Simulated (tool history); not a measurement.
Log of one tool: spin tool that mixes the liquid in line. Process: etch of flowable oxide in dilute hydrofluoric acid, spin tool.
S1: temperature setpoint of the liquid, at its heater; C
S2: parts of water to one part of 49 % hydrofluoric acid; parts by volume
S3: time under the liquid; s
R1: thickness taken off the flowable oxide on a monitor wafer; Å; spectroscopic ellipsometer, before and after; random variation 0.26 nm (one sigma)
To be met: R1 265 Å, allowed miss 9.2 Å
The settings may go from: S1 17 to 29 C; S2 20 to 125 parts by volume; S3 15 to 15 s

run 1 hour=0 | S1=21 S2=70 S3=15 | R1=97.138
run 2 hour=2.3 | S1=21 S2=60 S3=15 | R1=115.32
run 3 hour=4.7 | S1=21 S2=60 S3=15 | R1=114.56
run 4 hour=9.7 | S1=21 S2=40 S3=15 | R1=176.52
-- hour=16.1 hydrofluoric acid flow meter replaced
run 5 hour=16.1 | S1=18.5 S2=40 S3=15 | R1=140.59
run 6 hour=23.4 | S1=21.5 S2=40 S3=15 | R1=159.31
run 7 hour=24.7 | S1=23.5 S2=35 S3=15 | R1=203.3
run 8 hour=31.3 | S1=25 S2=35 S3=15 | R1=211.76
run 9 hour=37.7 | S1=26 S2=35 S3=15 | R1=222.37
run 10 hour=39.5 | S1=27 S2=35 S3=15 | R1=231.04
run 11 hour=45.8 | S1=29 S2=30 S3=15 | R1=293.54
run 12 hour=48.4 | S1=29 S2=30 S3=15 | R1=291.62
run 13 hour=55.7 | S1=28.5 S2=30 S3=15 | R1=288.85

4 next moves are on the table. One of them brings every result within its allowed miss. Which?
run A hour=63 | S1=28 S2=35 S3=15 | R1=?
run B hour=63 | S1=29 S2=30 S3=15 | R1=?
run C hour=63 | S1=26.5 S2=30 S3=15 | R1=?
run D hour=63 | S1=25.5 S2=25 S3=15 | R1=?

move=A R1=236.46
move=B R1=289.42
move=C R1=261.43
move=D R1=303.16
A: takes the result that was furthest off past its target
B: as far off as the last run
C: meets every target
D: further off than the last run
Move C is the one to make.
